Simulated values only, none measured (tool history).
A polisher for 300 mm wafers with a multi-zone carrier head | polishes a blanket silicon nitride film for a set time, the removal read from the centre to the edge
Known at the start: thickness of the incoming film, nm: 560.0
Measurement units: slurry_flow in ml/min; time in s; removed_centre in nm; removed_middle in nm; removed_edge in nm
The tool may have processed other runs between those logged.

run  hour  slurry_flow  centre_zone  middle_zone  edge_zone  time  removed_centre  removed_middle  removed_edge
  1   0.0          215         1.00         1.00       1.00    51         113.080         106.950       110.100
  2   3.2          215         1.00         0.96       1.00    51         112.840         103.960       111.350
  3   7.3          210         0.99         0.97       0.98    47         104.490          96.411       100.360
  4  14.3          210         0.99         0.97       0.98    53         115.760         109.670       116.350
  5  15.4          210         0.97         0.98       0.98    49         104.840         102.900       108.040
  6  20.0          200         0.96         0.98       0.96    45          96.252          92.475        95.495
     23.9  -- centre zone pressure recalibrated
  7  23.9          195         0.94         0.99       0.95    42          87.082          87.168        88.275
  8  25.6          190         0.93         0.99       0.94    40          81.411          83.569        86.415
  9  32.8          190         0.93         0.99       0.94    40          81.281          82.864        86.986
 10  39.3          195         0.93         1.00       0.93    38          77.812          80.740        80.844
 11  44.3          205         0.93         1.00       0.92    36          72.142          77.200        78.267
 12  53.3          200         0.93         1.01       0.91    35          71.401          74.293        74.664
 13  54.1          200         0.93         1.02       0.90    34          68.741          72.376        70.849
 14  56.1          200         0.93         1.02       0.89    33          67.048          70.569        69.689

The next listed run, before its measurement:
 15  63.9          200         0.93         1.02       0.88    32               ?               ?             ?

For run 15 the tool returned removed_centre 66.194 nm, removed_middle 68.638 nm, removed_edge 66.263 nm.
